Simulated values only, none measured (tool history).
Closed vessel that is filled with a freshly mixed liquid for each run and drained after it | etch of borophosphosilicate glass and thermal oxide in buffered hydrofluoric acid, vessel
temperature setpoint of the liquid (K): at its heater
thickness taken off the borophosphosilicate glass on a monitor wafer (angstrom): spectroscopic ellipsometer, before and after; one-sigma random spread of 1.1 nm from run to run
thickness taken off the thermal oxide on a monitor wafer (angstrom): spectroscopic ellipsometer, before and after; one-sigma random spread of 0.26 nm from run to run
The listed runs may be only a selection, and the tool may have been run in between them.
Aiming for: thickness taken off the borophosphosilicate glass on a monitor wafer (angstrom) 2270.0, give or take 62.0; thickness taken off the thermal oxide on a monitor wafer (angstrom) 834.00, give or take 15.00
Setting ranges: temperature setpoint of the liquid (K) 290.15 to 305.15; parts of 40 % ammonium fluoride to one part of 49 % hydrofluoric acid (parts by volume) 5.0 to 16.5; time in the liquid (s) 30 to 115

run	hour	temperature setpoint of the liquid (K)	parts of 40 % ammonium fluoride to one part of 49 % hydrofluoric acid (parts by volume)	time in the liquid (s)	thickness taken off the borophosphosilicate glass on a monitor wafer (angstrom)	thickness taken off the thermal oxide on a monitor wafer (angstrom)
1	0.0	297.15	10.0	60	1716.5	632.78
2	7.6	297.15	11.0	60	1564.0	573.79
3	8.9	297.15	12.5	60	1377.5	505.88
4	13.5	297.15	12.5	75	1730.7	633.39
5	16.5	297.15	13.5	75	1580.5	587.68
6	18.6	297.15	14.5	75	1501.1	548.21
7	23.7	298.65	14.5	75	1608.3	592.23
8	25.5	299.65	14.5	75	1706.4	626.41
9	31.7	300.65	14.5	75	1814.8	662.96
10	34.8	301.15	14.5	75	1841.1	677.73
11	40.3	301.65	14.5	75	1876.2	692.26
12	42.2	302.15	14.5	75	1946.3	716.40
13	48.2	302.65	14.5	75	2021.3	733.06

Consider the 4 candidate settings below. Which is the only one whose results all fall within their allowed miss of target?
A	54.2	305.15	5.0	30	?	?
B	54.2	301.15	16.0	80	?	?
C	54.2	302.15	15.0	90	?	?
D	54.2	302.65	14.5	70	?	?

move	thickness taken off the borophosphosilicate glass on a monitor wafer (angstrom)	thickness taken off the thermal oxide on a monitor wafer (angstrom)
A	2484.9	903.95
B	1799.2	661.09
C	2273.5	835.56
D	1876.8	689.82
A: moves the result that the last run missed by most past its target, out the other side
B: moves away from the targets compared with the last run
C: all results land within tolerance of their targets
D: moves away from the targets compared with the last run
Go with C: it meets all targets.
